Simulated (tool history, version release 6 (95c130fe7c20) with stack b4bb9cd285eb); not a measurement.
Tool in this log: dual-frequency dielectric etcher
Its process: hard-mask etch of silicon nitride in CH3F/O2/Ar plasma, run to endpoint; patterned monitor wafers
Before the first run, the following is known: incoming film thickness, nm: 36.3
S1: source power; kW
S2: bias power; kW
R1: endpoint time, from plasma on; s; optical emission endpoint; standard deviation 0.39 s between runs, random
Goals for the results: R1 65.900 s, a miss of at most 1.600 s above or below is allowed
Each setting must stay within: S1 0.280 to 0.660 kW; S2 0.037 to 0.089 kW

Run 1, hour 0.0: S1 0.470 kW, S2 0.063 kW. Result: R1 54.865 s.
Run 2, hour 2.2: S1 0.430 kW, S2 0.060 kW. Result: R1 58.376 s.
Run 3, hour 3.6: S1 0.510 kW, S2 0.060 kW. Result: R1 54.050 s.
Run 4, hour 9.4: S1 0.510 kW, S2 0.055 kW. Result: R1 56.135 s.
Run 5, hour 11.9: S1 0.590 kW, S2 0.055 kW. Result: R1 53.209 s.
Run 6, hour 19.7: S1 0.590 kW, S2 0.063 kW. Result: R1 49.800 s.
Run 7, hour 23.3: S1 0.520 kW, S2 0.060 kW. Result: R1 53.642 s.
Run 8, hour 23.8: S1 0.470 kW, S2 0.058 kW. Result: R1 56.894 s.
Run 9, hour 29.1: S1 0.430 kW, S2 0.057 kW. Result: R1 58.997 s.
Run 10, hour 30.5: S1 0.330 kW, S2 0.051 kW. Result: R1 68.441 s.

Which single option among these 4 for the next run brings every result within its allowed miss of target? Just one does.
Run A, hour 31.9: S1 0.350 kW, S2 0.052 kW. Result: R1 ?.
Run B, hour 31.9: S1 0.390 kW, S2 0.056 kW. Result: R1 ?.
Run C, hour 31.9: S1 0.360 kW, S2 0.045 kW. Result: R1 ?.
Run D, hour 31.9: S1 0.320 kW, S2 0.051 kW. Result: R1 ?.

move      R1
   A  66.733
   B  62.118
   C  70.329
   D  69.535
A: all results in spec
B: carries the result that was furthest off beyond its target, to the other side
C: misses by more than the last run did
D: misses by more than the last run did
A meets every target.
